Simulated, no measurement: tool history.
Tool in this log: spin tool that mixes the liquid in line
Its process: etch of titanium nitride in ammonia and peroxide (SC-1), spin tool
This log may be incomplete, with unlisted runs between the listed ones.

| run | hour | temperature setpoint of the liquid (C) | parts of water to one part of 30 % peroxide (parts by volume) | parts of 29 % ammonia solution to one part of 30 % peroxide (parts by volume) | time under the liquid (s) | thickness taken off the titanium nitride on a monitor wafer (angstrom) |
|---|---|---|---|---|---|---|
| 1 | 0.0 | 60.0 | 13.5 | 0.55 | 270 | 272.87 |
| 2 | 1.4 | 60.0 | 8.5 | 0.55 | 270 | 345.39 |
| 3 | 4.0 | 58.0 | 8.5 | 0.55 | 270 | 302.77 |
| 4 | 6.8 | 56.5 | 8.5 | 0.55 | 270 | 272.96 |
| 5 | 13.2 | 55.0 | 8.5 | 0.55 | 270 | 247.06 |
| 6 | 21.8 | 54.0 | 8.5 | 0.55 | 270 | 230.91 |
| 7 | 22.4 | 53.5 | 8.5 | 0.55 | 270 | 221.95 |
|  | 27.4 | heated supply line repaired |
| 8 | 27.4 | 53.0 | 8.5 | 0.55 | 270 | 268.26 |

For run 9, what comes out?
| 9 | 28.3 | 53.0 | 8.5 | 0.55 | 270 | ? |

thickness taken off the titanium nitride on a monitor wafer (angstrom): 267.81

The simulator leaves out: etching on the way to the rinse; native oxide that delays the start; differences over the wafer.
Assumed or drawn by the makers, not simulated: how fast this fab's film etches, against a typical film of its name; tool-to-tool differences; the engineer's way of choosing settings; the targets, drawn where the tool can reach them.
